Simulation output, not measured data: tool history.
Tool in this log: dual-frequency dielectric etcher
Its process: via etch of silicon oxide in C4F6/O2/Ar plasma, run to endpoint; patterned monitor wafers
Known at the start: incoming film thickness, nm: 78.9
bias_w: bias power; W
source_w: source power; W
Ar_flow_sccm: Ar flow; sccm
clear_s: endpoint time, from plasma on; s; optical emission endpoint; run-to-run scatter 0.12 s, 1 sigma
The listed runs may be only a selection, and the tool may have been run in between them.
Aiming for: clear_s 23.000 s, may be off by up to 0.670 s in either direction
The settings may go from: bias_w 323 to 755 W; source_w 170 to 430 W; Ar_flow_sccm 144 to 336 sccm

run 1 hour=0.0 | bias_w=539 source_w=300 Ar_flow_sccm=240 | clear_s=21.074
run 2 hour=2.5 | bias_w=625 source_w=300 Ar_flow_sccm=240 | clear_s=19.663
run 3 hour=6.4 | bias_w=625 source_w=280 Ar_flow_sccm=240 | clear_s=20.327
run 4 hour=14.7 | bias_w=570 source_w=280 Ar_flow_sccm=240 | clear_s=21.210
run 5 hour=17.2 | bias_w=557 source_w=280 Ar_flow_sccm=240 | clear_s=21.797
run 6 hour=22.9 | bias_w=630 source_w=280 Ar_flow_sccm=240 | clear_s=20.390
run 7 hour=30.5 | bias_w=611 source_w=280 Ar_flow_sccm=240 | clear_s=20.692
run 8 hour=38.3 | bias_w=595 source_w=280 Ar_flow_sccm=240 | clear_s=21.093
-- hour=41.7 wet clean of the chamber
run 9 hour=41.7 | bias_w=582 source_w=280 Ar_flow_sccm=240 | clear_s=20.276
run 10 hour=45.6 | bias_w=546 source_w=270 Ar_flow_sccm=248 | clear_s=21.470
run 11 hour=50.7 | bias_w=534 source_w=270 Ar_flow_sccm=247 | clear_s=21.862

Consider the 4 candidate settings below. Which is the only one whose results all fall within their allowed miss of target?
run A hour=55.8 | bias_w=554 source_w=310 Ar_flow_sccm=237 | clear_s=?
run B hour=55.8 | bias_w=623 source_w=270 Ar_flow_sccm=262 | clear_s=?
run C hour=55.8 | bias_w=557 source_w=260 Ar_flow_sccm=237 | clear_s=?
run D hour=55.8 | bias_w=516 source_w=250 Ar_flow_sccm=234 | clear_s=?

move=A clear_s=19.533
move=B clear_s=20.390
move=C clear_s=21.670
move=D clear_s=23.032
A: misses by more than the last run did
B: misses by more than the last run did
C: misses by more than the last run did
D: each result inside its tolerance
Go with D: it meets all targets.
